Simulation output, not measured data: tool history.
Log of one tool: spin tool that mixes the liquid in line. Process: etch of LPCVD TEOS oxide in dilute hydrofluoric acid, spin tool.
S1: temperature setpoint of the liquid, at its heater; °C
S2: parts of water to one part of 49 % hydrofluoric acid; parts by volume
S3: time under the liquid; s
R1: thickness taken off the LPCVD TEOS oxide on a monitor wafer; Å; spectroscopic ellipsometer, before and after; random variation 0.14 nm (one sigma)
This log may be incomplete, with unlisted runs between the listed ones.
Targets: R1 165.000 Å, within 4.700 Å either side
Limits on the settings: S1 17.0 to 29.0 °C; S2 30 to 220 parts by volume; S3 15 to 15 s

| run | hour | S1 | S2 | S3 | R1 |
|---|---|---|---|---|---|
| 1 | 0.0 | 21.0 | 125 | 15 | 63.301 |
| 2 | 5.2 | 24.0 | 125 | 15 | 71.068 |
| 3 | 12.0 | 24.0 | 125 | 15 | 71.297 |
| 4 | 14.7 | 24.0 | 90 | 15 | 101.650 |
| 5 | 19.7 | 24.5 | 85 | 15 | 111.790 |
| 6 | 25.6 | 24.5 | 85 | 15 | 111.920 |
|  | 28.1 | thermometer replaced |
| 7 | 28.1 | 25.0 | 80 | 15 | 110.680 |
| 8 | 35.3 | 25.5 | 75 | 15 | 121.730 |
| 9 | 43.6 | 26.0 | 70 | 15 | 133.310 |
| 10 | 49.9 | 26.5 | 70 | 15 | 137.200 |
| 11 | 51.2 | 27.0 | 70 | 15 | 139.210 |
| 12 | 58.2 | 27.5 | 70 | 15 | 141.690 |

Consider the 4 candidate settings below. Which is the only one whose results all fall within their allowed miss of target?
| A | 65.2 | 28.5 | 70 | 15 | ? |
| B | 65.2 | 23.5 | 65 | 15 | ? |
| C | 65.2 | 27.0 | 65 | 15 | ? |
| D | 65.2 | 29.0 | 65 | 15 | ? |

| move | R1 |
|---|---|
| A | 148.890 |
| B | 132.230 |
| C | 152.230 |
| D | 164.690 |
A: moves toward the targets from the last run without getting all of them in spec
B: its largest miss is bigger than the last run's
C: moves toward the targets from the last run without getting all of them in spec
D: every result lands within tolerance
The move that meets every target is D.
